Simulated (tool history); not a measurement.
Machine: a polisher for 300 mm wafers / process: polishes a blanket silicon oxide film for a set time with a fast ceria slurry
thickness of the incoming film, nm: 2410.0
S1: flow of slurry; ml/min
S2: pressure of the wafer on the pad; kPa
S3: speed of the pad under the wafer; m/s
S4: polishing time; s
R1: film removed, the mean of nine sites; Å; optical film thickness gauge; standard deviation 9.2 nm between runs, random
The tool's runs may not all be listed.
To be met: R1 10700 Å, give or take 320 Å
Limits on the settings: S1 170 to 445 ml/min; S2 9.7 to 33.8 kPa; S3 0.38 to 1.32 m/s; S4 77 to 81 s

run	hour	S1	S2	S3	S4	R1
1	0	285	21.4	0.84	77	9072
2	0.8	285	22.1	0.84	77	9405.9
3	7.8	285	22.1	0.84	81	9913.5
4	15	285	20	0.84	81	9138.1
5	23.4	285	20	0.84	77	8546.4
6	30.5	285	20.7	0.84	77	8852.7
7	34.9	285	21.4	0.84	77	9146.4
8	38.3	285	22.1	0.84	77	9403.5

5 candidate next runs follow, results not yet known. Just one meets every target within its allowed miss. Identify it.
A	41.7	260	21.4	0.9	81	?
B	41.7	180	26.9	0.62	81	?
C	41.7	315	21.4	0.94	81	?
D	41.7	200	20.7	0.84	77	?
E	41.7	225	21.4	0.72	81	?

move	R1
A	10158
B	8947.8
C	10771
D	8507
E	8330.4
A: moves toward the targets from the last run without getting all of them in spec
B: moves away from the targets compared with the last run
C: meets every target
D: moves away from the targets compared with the last run
E: moves away from the targets compared with the last run
Correct choice: C, which meets every target
